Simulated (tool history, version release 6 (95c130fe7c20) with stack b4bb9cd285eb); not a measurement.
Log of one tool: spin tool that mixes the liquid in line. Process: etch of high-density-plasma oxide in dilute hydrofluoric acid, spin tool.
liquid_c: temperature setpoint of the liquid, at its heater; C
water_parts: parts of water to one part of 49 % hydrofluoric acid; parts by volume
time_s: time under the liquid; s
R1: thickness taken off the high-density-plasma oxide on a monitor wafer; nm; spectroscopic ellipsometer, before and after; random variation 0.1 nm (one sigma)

run 1 hour=0 | liquid_c=21 water_parts=250 time_s=320 | R1=4.8542
run 2 hour=0.5 | liquid_c=18.5 water_parts=250 time_s=320 | R1=4.3475
run 3 hour=7.4 | liquid_c=20.5 water_parts=235 time_s=320 | R1=5.0094
run 4 hour=9.7 | liquid_c=20.5 water_parts=205 time_s=320 | R1=6.053
run 5 hour=13 | liquid_c=17.5 water_parts=205 time_s=320 | R1=5.2541
run 6 hour=14.9 | liquid_c=19.5 water_parts=200 time_s=320 | R1=5.899
run 7 hour=22.1 | liquid_c=21 water_parts=195 time_s=320 | R1=6.4439
run 8 hour=24.4 | liquid_c=22.5 water_parts=190 time_s=320 | R1=7.053
run 9 hour=29.5 | liquid_c=23.5 water_parts=185 time_s=320 | R1=7.4969
run 10 hour=32.5 | liquid_c=24.5 water_parts=185 time_s=320 | R1=7.8182

Forecast run 11:
run 11 hour=38 | liquid_c=25.5 water_parts=185 time_s=320 | R1=?

{"run 11": {"R1": 8.1226}}
